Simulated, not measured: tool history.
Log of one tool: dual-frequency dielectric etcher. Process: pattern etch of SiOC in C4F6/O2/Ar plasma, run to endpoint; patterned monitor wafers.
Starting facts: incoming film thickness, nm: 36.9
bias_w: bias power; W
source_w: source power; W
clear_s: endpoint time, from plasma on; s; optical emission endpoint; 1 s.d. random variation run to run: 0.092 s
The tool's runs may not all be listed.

run 1 hour=0 | bias_w=515 source_w=460 | clear_s=10.92
run 2 hour=0.8 | bias_w=456 source_w=460 | clear_s=11.329
run 3 hour=4.4 | bias_w=418 source_w=460 | clear_s=11.722
run 4 hour=11.4 | bias_w=406 source_w=450 | clear_s=12.059
run 5 hour=15.3 | bias_w=406 source_w=410 | clear_s=12.081
run 6 hour=23.4 | bias_w=406 source_w=490 | clear_s=11.609
run 7 hour=28.6 | bias_w=395 source_w=470 | clear_s=11.881

Expected results for the next run?
run 8 hour=30.5 | bias_w=309 source_w=370 | clear_s=?

{"run 8": {"clear_s": 14.119}}

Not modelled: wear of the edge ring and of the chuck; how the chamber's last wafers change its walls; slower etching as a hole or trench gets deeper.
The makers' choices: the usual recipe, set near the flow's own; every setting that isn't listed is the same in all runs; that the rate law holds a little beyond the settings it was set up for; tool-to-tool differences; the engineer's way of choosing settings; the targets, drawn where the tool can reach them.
